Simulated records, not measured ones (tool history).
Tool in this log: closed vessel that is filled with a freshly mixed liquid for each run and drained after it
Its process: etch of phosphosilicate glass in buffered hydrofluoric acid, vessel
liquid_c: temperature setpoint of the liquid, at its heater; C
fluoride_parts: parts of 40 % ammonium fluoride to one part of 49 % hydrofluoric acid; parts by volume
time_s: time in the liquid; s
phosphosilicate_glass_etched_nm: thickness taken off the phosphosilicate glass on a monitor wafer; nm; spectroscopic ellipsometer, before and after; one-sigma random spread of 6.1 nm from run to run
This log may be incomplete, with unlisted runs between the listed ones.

| run | hour | liquid_c | fluoride_parts | time_s | phosphosilicate_glass_etched_nm |
|---|---|---|---|---|---|
| 1 | 0 | 24 | 17.5 | 95 | 297.2 |
| 2 | 3.2 | 24 | 17.5 | 105 | 329.45 |
| 3 | 11.5 | 24 | 20 | 105 | 293.69 |
| 4 | 19.5 | 26 | 17.5 | 105 | 368.55 |
| 5 | 21.5 | 27.5 | 15 | 105 | 471.61 |
| 6 | 22.1 | 27.5 | 19.5 | 105 | 356.42 |
| 7 | 29.5 | 28.5 | 17 | 105 | 434.79 |
| 8 | 33.2 | 29.5 | 15 | 105 | 524.71 |

Run 9 comes next. What will it give?
| 9 | 39.8 | 30 | 14 | 105 | ? |

{"run 9": {"phosphosilicate_glass_etched_nm": 568.45}}
